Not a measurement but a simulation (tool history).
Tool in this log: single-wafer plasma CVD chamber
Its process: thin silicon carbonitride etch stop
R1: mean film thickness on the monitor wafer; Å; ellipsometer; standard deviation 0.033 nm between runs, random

Run 1, hour 0: RF power (W) 200, deposition time (s) 12.3. Result: R1 63.413 Å.
Run 2, hour 0.9: RF power (W) 200, deposition time (s) 10.7. Result: R1 55.282 Å.
Run 3, hour 8.1: RF power (W) 215, deposition time (s) 10.7. Result: R1 57.029 Å.
Run 4, hour 9.6: RF power (W) 215, deposition time (s) 9.1. Result: R1 48.013 Å.
Run 5, hour 13.7: RF power (W) 190, deposition time (s) 9.1. Result: R1 46.388 Å.
Run 6, hour 14.8: RF power (W) 170, deposition time (s) 9.1. Result: R1 44.327 Å.
Run 7, hour 15.9: RF power (W) 200, deposition time (s) 11.1. Result: R1 57.011 Å.
Run 8, hour 16.7: RF power (W) 200, deposition time (s) 11.1. Result: R1 57.746 Å.
Run 9, hour 25.6: RF power (W) 205, deposition time (s) 11.7. Result: R1 60.716 Å.
Run 10, hour 32.2: RF power (W) 210, deposition time (s) 12.2. Result: R1 64.405 Å.
Run 11, hour 39.3: RF power (W) 215, deposition time (s) 12.6. Result: R1 66.827 Å.

Predict the results of run 12:
Run 12, hour 45.6: RF power (W) 220, deposition time (s) 13. Result: R1 ?.

Logged for run 12: R1 69.945 Å.

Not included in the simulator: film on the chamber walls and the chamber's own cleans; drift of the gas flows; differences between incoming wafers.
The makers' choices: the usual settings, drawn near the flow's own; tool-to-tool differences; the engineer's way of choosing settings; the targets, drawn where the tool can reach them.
